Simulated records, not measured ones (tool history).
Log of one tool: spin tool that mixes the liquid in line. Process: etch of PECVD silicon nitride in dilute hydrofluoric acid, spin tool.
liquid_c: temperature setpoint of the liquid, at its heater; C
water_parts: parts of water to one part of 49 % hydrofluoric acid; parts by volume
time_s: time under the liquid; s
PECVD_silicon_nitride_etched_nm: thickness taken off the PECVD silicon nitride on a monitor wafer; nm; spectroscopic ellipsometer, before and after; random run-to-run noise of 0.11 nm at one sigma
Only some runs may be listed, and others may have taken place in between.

run    day  liquid_c  water_parts  time_s  PECVD_silicon_nitride_etched_nm
  1      0        22           45     100                           6.3081
  2  0.133      20.5           45     100                           5.7027
  3  0.504        23           45     100                           6.7503
  4  0.546        23           35     100                            8.548
  5  0.608        23           35      75                           6.3598
  6  0.933        25           30      75                           8.6378
  7  1.146      26.5           30      75                             9.62

The next listed run, before its measurement:
  8  1.383      27.5           30      75                                ?

For run 8 the tool returned PECVD_silicon_nitride_etched_nm 10.288 nm.

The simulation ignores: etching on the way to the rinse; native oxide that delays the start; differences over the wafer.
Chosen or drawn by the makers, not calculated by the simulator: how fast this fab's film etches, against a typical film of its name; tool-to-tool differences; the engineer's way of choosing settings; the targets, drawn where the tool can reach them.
